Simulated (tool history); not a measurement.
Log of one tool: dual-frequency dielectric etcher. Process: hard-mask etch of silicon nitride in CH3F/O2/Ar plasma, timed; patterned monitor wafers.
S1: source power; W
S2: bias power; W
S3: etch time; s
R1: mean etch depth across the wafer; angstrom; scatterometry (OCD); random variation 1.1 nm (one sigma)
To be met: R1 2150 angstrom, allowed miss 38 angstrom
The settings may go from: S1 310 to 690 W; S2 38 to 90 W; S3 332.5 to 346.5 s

| run | hour | S1 | S2 | S3 | R1 |
|---|---|---|---|---|---|
| 1 | 0 | 500 | 64 | 332.5 | 2357.6 |
| 2 | 4.1 | 560 | 64 | 332.5 | 2478.2 |
| 3 | 12.7 | 520 | 63 | 332.5 | 2372.2 |
| 4 | 17.4 | 520 | 63 | 332.5 | 2409.9 |
| 5 | 22.9 | 490 | 62 | 332.5 | 2314.8 |
| 6 | 28 | 490 | 62 | 332.5 | 2321.6 |
| 7 | 29.8 | 470 | 61 | 332.5 | 2279.7 |
| 8 | 38.7 | 470 | 61 | 332.5 | 2266.1 |
| 9 | 43.5 | 460 | 61 | 332.5 | 2251.6 |
| 10 | 49.6 | 450 | 61 | 332.5 | 2238.7 |
| 11 | 51.8 | 440 | 61 | 332.5 | 2227.3 |
|  | 57.7 | wet clean of the chamber |
| 12 | 57.7 | 430 | 61 | 332.5 | 2299.9 |
| 13 | 59.1 | 430 | 59 | 332.5 | 2260.5 |
| 14 | 64.1 | 360 | 58 | 332.5 | 2116.2 |

5 next moves are on the table. One of them brings every result within its allowed miss. Which?
| A | 69.1 | 320 | 55 | 346.5 | ? |
| B | 69.1 | 350 | 58 | 332.5 | ? |
| C | 69.1 | 340 | 57 | 337.5 | ? |
| D | 69.1 | 330 | 69 | 346 | ? |
| E | 69.1 | 320 | 63 | 346 | ? |

| move | R1 |
|---|---|
| A | 2069.8 |
| B | 2087.2 |
| C | 2084.8 |
| D | 2222.8 |
| E | 2141.7 |
A: further off than the last run
B: further off than the last run
C: further off than the last run
D: takes the result that was furthest off past its target
E: meets every target
The right move is E.

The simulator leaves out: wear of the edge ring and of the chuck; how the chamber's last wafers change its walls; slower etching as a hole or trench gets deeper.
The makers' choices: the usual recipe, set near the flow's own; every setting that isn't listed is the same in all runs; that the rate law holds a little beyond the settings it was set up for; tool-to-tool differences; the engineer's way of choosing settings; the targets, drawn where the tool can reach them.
